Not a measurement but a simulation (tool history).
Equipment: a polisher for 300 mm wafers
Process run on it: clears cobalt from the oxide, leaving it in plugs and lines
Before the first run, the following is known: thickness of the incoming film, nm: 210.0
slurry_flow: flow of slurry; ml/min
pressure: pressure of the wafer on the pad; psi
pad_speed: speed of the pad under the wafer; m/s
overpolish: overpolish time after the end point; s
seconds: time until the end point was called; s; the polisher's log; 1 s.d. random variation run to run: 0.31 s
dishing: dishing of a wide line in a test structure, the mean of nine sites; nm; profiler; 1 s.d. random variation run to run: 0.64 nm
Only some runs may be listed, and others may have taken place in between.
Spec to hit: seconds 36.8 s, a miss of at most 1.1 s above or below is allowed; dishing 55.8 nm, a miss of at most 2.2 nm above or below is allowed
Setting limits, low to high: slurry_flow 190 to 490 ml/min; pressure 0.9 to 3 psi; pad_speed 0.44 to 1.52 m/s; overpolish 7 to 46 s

Run 1, hour 0: slurry_flow 315 ml/min, pressure 1.9 psi, pad_speed 0.98 m/s, overpolish 24 s. Result: seconds 47.642 s, dishing 51.097 nm.
Run 2, hour 0.9: slurry_flow 315 ml/min, pressure 1.9 psi, pad_speed 0.98 m/s, overpolish 16 s. Result: seconds 47.472 s, dishing 43.181 nm.
Run 3, hour 6.5: slurry_flow 315 ml/min, pressure 2 psi, pad_speed 0.98 m/s, overpolish 17 s. Result: seconds 46.044 s, dishing 45.758 nm.
Run 4, hour 10.4: slurry_flow 315 ml/min, pressure 2.1 psi, pad_speed 0.98 m/s, overpolish 18 s. Result: seconds 44.146 s, dishing 47.276 nm.
Run 5, hour 14.9: slurry_flow 315 ml/min, pressure 2.2 psi, pad_speed 0.98 m/s, overpolish 19 s. Result: seconds 42.646 s, dishing 48.786 nm.
Run 6, hour 22.4: slurry_flow 315 ml/min, pressure 2.5 psi, pad_speed 0.98 m/s, overpolish 19 s. Result: seconds 38.52 s, dishing 50.183 nm.
Run 7, hour 23.6: slurry_flow 315 ml/min, pressure 2.5 psi, pad_speed 0.98 m/s, overpolish 20 s. Result: seconds 38.991 s, dishing 52.209 nm.
Run 8, hour 28.8: slurry_flow 315 ml/min, pressure 2.6 psi, pad_speed 0.98 m/s, overpolish 21 s. Result: seconds 37.451 s, dishing 52.492 nm.

Which single option among these 4 for the next run brings every result within its allowed miss of target? Just one does.
Run A, hour 34: slurry_flow 265 ml/min, pressure 2.2 psi, pad_speed 1.12 m/s, overpolish 24 s. Result: seconds ?, dishing ?.
Run B, hour 34: slurry_flow 255 ml/min, pressure 2.8 psi, pad_speed 0.94 m/s, overpolish 17 s. Result: seconds ?, dishing ?.
Run C, hour 34: slurry_flow 285 ml/min, pressure 3 psi, pad_speed 0.86 m/s, overpolish 20 s. Result: seconds ?, dishing ?.
Run D, hour 34: slurry_flow 320 ml/min, pressure 2.5 psi, pad_speed 1.04 m/s, overpolish 25 s. Result: seconds ?, dishing ?.

move  seconds  dishing
   A   38.897   53.514
   B   37.646   48.616
   C   37.916   51.249
   D   36.946   54.619
A: misses by more than the last run did
B: misses by more than the last run did
C: misses by more than the last run did
D: every result within its allowed miss
So the answer is move D, the one that meets all the targets.
